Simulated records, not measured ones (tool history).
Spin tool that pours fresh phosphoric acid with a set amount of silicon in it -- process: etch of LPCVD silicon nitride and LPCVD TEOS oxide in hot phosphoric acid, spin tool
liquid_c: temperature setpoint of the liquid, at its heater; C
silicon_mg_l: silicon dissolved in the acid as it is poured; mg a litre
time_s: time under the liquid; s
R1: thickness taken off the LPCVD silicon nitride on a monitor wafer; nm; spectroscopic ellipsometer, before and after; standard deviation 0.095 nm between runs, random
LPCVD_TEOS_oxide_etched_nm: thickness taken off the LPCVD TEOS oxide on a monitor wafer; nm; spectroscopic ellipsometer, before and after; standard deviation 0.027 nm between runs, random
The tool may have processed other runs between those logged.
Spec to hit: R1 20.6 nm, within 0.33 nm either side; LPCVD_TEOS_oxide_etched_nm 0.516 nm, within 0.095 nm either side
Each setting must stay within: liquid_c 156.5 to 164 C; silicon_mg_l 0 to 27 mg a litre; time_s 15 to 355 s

run 1 hour=0 | liquid_c=159 silicon_mg_l=12 time_s=180 | R1=15.676 LPCVD_TEOS_oxide_etched_nm=0.40516
run 2 hour=4.2 | liquid_c=159 silicon_mg_l=6 time_s=180 | R1=15.751 LPCVD_TEOS_oxide_etched_nm=0.41583
run 3 hour=13.1 | liquid_c=159 silicon_mg_l=9.5 time_s=180 | R1=15.703 LPCVD_TEOS_oxide_etched_nm=0.40327
run 4 hour=22 | liquid_c=159 silicon_mg_l=9.5 time_s=100 | R1=8.7566 LPCVD_TEOS_oxide_etched_nm=0.25141
run 5 hour=25.1 | liquid_c=161 silicon_mg_l=9.5 time_s=100 | R1=9.3269 LPCVD_TEOS_oxide_etched_nm=0.29843
run 6 hour=27.7 | liquid_c=159.5 silicon_mg_l=9.5 time_s=100 | R1=8.8861 LPCVD_TEOS_oxide_etched_nm=0.24772
run 7 hour=35.2 | liquid_c=159.5 silicon_mg_l=11 time_s=115 | R1=10.207 LPCVD_TEOS_oxide_etched_nm=0.26716
run 8 hour=44 | liquid_c=160 silicon_mg_l=12.5 time_s=125 | R1=11.2 LPCVD_TEOS_oxide_etched_nm=0.29715
-- hour=47.7 thermometer replaced
run 9 hour=47.7 | liquid_c=162.5 silicon_mg_l=20 time_s=210 | R1=19.41 LPCVD_TEOS_oxide_etched_nm=0.48409
run 10 hour=48.4 | liquid_c=162.5 silicon_mg_l=20.5 time_s=215 | R1=20.176 LPCVD_TEOS_oxide_etched_nm=0.46668

Which of these 5 next moves meets every target?
run A hour=49.1 | liquid_c=164 silicon_mg_l=0.5 time_s=210 | R1=? LPCVD_TEOS_oxide_etched_nm=?
run B hour=49.1 | liquid_c=164 silicon_mg_l=16.5 time_s=205 | R1=? LPCVD_TEOS_oxide_etched_nm=?
run C hour=49.1 | liquid_c=162 silicon_mg_l=13.5 time_s=215 | R1=? LPCVD_TEOS_oxide_etched_nm=?
run D hour=49.1 | liquid_c=162 silicon_mg_l=16 time_s=225 | R1=? LPCVD_TEOS_oxide_etched_nm=?
run E hour=49.1 | liquid_c=164 silicon_mg_l=3.5 time_s=205 | R1=? LPCVD_TEOS_oxide_etched_nm=?

move=A R1=20.621 LPCVD_TEOS_oxide_etched_nm=0.75512
move=B R1=20.13 LPCVD_TEOS_oxide_etched_nm=0.52074
move=C R1=19.759 LPCVD_TEOS_oxide_etched_nm=0.50864
move=D R1=20.678 LPCVD_TEOS_oxide_etched_nm=0.50023
move=E R1=20.13 LPCVD_TEOS_oxide_etched_nm=0.69657
A: brings the last run's worst result on target, with another outside its allowed miss
B: the biggest miss grows against the last run
C: the biggest miss grows against the last run
D: hits every target within its allowed miss
E: the biggest miss grows against the last run
The move that meets every target is D.
